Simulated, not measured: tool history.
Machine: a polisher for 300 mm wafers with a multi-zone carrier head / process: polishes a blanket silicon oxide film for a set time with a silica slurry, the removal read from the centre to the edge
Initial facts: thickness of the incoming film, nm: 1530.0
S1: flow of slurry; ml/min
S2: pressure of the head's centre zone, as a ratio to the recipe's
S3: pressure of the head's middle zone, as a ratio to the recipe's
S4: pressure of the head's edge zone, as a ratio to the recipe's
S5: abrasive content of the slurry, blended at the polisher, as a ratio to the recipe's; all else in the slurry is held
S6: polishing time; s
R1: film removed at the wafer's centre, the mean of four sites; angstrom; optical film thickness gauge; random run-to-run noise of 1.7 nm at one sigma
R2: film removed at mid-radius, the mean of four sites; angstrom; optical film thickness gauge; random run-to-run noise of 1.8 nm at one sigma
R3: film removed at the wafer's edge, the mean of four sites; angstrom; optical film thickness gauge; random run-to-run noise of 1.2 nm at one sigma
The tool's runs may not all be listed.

{"run": 1, "hour": 0.0, "S1": 255, "S2": 1.0, "S3": 1.0, "S4": 1.0, "S5": 1.0, "S6": 80, "R1": 1644.0, "R2": 1647.3, "R3": 1622.4}
{"run": 2, "hour": 6.0, "S1": 255, "S2": 0.95, "S3": 1.0, "S4": 1.0, "S5": 1.0, "S6": 80, "R1": 1566.0, "R2": 1644.9, "R3": 1620.2}
{"run": 3, "hour": 15.0, "S1": 255, "S2": 0.94, "S3": 1.01, "S4": 0.98, "S5": 0.9, "S6": 79, "R1": 1461.2, "R2": 1564.1, "R3": 1480.5}
{"run": 4, "hour": 17.6, "S1": 255, "S2": 0.94, "S3": 1.01, "S4": 0.98, "S5": 1.05, "S6": 79, "R1": 1539.9, "R2": 1673.0, "R3": 1612.9}
{"run": 5, "hour": 25.7, "S1": 255, "S2": 0.94, "S3": 1.01, "S4": 0.98, "S5": 1.05, "S6": 95, "R1": 1923.8, "R2": 2021.9, "R3": 1912.7}
{"run": 6, "hour": 27.5, "S1": 255, "S2": 0.94, "S3": 1.05, "S4": 0.98, "S5": 1.05, "S6": 95, "R1": 1946.1, "R2": 2117.8, "R3": 1944.9}
{"run": 7, "hour": 34.9, "S1": 250, "S2": 0.92, "S3": 1.04, "S4": 0.96, "S5": 0.95, "S6": 93, "R1": 1739.9, "R2": 1955.3, "R3": 1778.0}
{"run": 8, "hour": 42.3, "S1": 250, "S2": 0.91, "S3": 1.03, "S4": 0.94, "S5": 0.85, "S6": 91, "R1": 1637.0, "R2": 1792.1, "R3": 1649.7}
{"run": 9, "hour": 44.7, "S1": 235, "S2": 0.81, "S3": 1.1, "S4": 0.87, "S5": 0.6, "S6": 76, "R1": 1073.7, "R2": 1344.9, "R3": 1135.1}

Run 10 has not been measured yet. What should we expect?
{"run": 10, "hour": 53.7, "S1": 235, "S2": 0.82, "S3": 1.09, "S4": 0.87, "S5": 0.6, "S6": 76, "R1": "?", "R2": "?", "R3": "?"}

{"run 10": {"R1": 1060.4, "R2": 1295.9, "R3": 1121.8}}

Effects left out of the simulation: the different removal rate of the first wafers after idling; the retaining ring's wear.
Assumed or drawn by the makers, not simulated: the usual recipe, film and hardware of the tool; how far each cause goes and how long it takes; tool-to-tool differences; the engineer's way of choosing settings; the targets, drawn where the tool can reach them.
